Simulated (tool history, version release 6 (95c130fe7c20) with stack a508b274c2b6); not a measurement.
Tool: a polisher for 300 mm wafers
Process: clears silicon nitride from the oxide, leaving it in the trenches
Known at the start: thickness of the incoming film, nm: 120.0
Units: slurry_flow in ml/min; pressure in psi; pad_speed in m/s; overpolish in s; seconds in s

{"run": 1, "hour": 0.0, "slurry_flow": 270, "pressure": 3.2, "pad_speed": 0.92, "overpolish": 30, "seconds": 118.05}
{"run": 2, "hour": 2.4, "slurry_flow": 270, "pressure": 3.2, "pad_speed": 1.04, "overpolish": 30, "seconds": 107.67}
{"run": 3, "hour": 8.3, "slurry_flow": 270, "pressure": 3.0, "pad_speed": 1.04, "overpolish": 30, "seconds": 114.72}
{"run": 4, "hour": 16.3, "slurry_flow": 270, "pressure": 3.0, "pad_speed": 1.04, "overpolish": 30, "seconds": 112.05}
{"run": 5, "hour": 22.2, "slurry_flow": 270, "pressure": 3.0, "pad_speed": 1.04, "overpolish": 30, "seconds": 112.44}
{"run": 6, "hour": 31.2, "slurry_flow": 270, "pressure": 2.5, "pad_speed": 1.04, "overpolish": 30, "seconds": 123.2}
{"run": 7, "hour": 39.3, "slurry_flow": 270, "pressure": 2.5, "pad_speed": 1.04, "overpolish": 30, "seconds": 122.29}
{"run": 8, "hour": 40.4, "slurry_flow": 270, "pressure": 2.4, "pad_speed": 1.02, "overpolish": 30, "seconds": 126.73}
{"run": 9, "hour": 46.5, "slurry_flow": 270, "pressure": 2.3, "pad_speed": 1.0, "overpolish": 30, "seconds": 133.18}

Forecast run 10:
{"run": 10, "hour": 55.3, "slurry_flow": 270, "pressure": 2.2, "pad_speed": 0.98, "overpolish": 30, "seconds": "?"}

{"run 10": {"seconds": 140.15}}
